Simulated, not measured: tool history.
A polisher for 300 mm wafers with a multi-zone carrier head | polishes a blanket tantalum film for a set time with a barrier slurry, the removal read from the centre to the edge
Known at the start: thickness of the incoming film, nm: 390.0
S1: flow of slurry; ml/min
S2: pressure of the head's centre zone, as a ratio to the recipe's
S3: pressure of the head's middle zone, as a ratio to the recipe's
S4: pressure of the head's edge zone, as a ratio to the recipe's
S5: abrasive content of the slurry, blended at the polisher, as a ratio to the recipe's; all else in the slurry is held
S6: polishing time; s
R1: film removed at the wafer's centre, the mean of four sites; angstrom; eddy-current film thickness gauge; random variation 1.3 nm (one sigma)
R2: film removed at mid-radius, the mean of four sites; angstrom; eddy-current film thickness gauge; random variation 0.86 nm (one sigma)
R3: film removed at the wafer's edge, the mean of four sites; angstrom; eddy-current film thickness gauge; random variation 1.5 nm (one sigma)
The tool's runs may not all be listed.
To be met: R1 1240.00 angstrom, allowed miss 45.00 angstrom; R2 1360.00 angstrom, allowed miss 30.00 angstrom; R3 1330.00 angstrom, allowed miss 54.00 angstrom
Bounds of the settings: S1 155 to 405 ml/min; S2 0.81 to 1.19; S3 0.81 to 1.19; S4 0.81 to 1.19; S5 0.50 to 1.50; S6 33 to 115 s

| run | day | S1 | S2 | S3 | S4 | S5 | S6 | R1 | R2 | R3 |
|---|---|---|---|---|---|---|---|---|---|---|
| 1 | 0.000 | 260 | 1.00 | 1.00 | 1.00 | 1.00 | 73 | 1193.10 | 1187.70 | 1195.20 |
| 2 | 0.108 | 260 | 0.94 | 1.00 | 1.00 | 1.00 | 73 | 1075.90 | 1189.60 | 1171.70 |
| 3 | 0.350 | 260 | 0.94 | 1.00 | 1.00 | 1.00 | 58 | 877.03 | 952.02 | 943.45 |
| 4 | 0.704 | 265 | 0.96 | 1.04 | 1.05 | 1.15 | 60 | 955.21 | 1039.10 | 1024.80 |
| 5 | 0.946 | 270 | 0.97 | 1.07 | 1.08 | 1.25 | 63 | 1048.70 | 1140.40 | 1118.10 |
| 6 | 1.233 | 270 | 0.97 | 0.99 | 1.08 | 1.25 | 63 | 1039.40 | 1071.40 | 1121.40 |
| 7 | 1.400 | 280 | 0.98 | 1.03 | 1.11 | 1.35 | 65 | 1104.40 | 1173.60 | 1198.50 |
| 8 | 1.750 | 290 | 0.99 | 1.06 | 1.13 | 1.40 | 66 | 1149.40 | 1243.30 | 1241.10 |

5 next moves are on the table. One of them brings every result within its allowed miss. Which?
| A | 2.100 | 280 | 1.13 | 1.18 | 0.98 | 1.25 | 66 | ? | ? | ? |
| B | 2.100 | 300 | 0.94 | 1.04 | 1.19 | 1.15 | 72 | ? | ? | ? |
| C | 2.100 | 315 | 0.91 | 1.10 | 1.14 | 1.50 | 69 | ? | ? | ? |
| D | 2.100 | 350 | 0.98 | 1.08 | 1.03 | 1.45 | 65 | ? | ? | ? |
| E | 2.100 | 270 | 1.00 | 1.10 | 1.13 | 1.10 | 75 | ? | ? | ? |

| move | R1 | R2 | R3 |
|---|---|---|---|
| A | 1259.10 | 1317.50 | 1142.40 |
| B | 1146.70 | 1276.40 | 1358.90 |
| C | 1134.80 | 1363.90 | 1350.70 |
| D | 1148.20 | 1268.40 | 1210.40 |
| E | 1236.00 | 1364.60 | 1351.20 |
A: nearer than the last run, and not there yet
B: nearer than the last run, and not there yet
C: brings the result that was furthest off to its target, and leaves another outside
D: nearer than the last run, and not there yet
E: meets every target
The right move is E.
